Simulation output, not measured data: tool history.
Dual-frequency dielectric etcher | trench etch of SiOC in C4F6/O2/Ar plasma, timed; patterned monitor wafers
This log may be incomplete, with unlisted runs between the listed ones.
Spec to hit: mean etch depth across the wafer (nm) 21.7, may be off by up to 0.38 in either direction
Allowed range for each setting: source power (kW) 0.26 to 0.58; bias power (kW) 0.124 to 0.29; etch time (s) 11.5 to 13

run	hour	source power (kW)	bias power (kW)	etch time (s)	mean etch depth across the wafer (nm)
1	0	0.42	0.207	13	27.377
2	7	0.39	0.195	13	25.592
3	9.8	0.39	0.195	13	25.663
4	13.9	0.39	0.195	13	25.575
5	20.7	0.36	0.193	13	24.108
6	28.2	0.36	0.179	13	23.701
7	36	0.35	0.178	13	23.475
# hour 42.6: wet clean of the chamber
8	42.6	0.34	0.177	13	22.311
9	47	0.32	0.176	13	21.135

Which of these 4 next moves meets every target?
A	51.4	0.37	0.168	11.5	?
B	51.4	0.36	0.171	12	?
C	51.4	0.32	0.159	13	?
D	51.4	0.36	0.185	12	?

move	mean etch depth across the wafer (nm)
A	20.566
B	21.163
C	20.642
D	21.625
A: misses by more than the last run did
B: about as far from the targets as the last run
C: misses by more than the last run did
D: meets every target
Move D is the one to make.
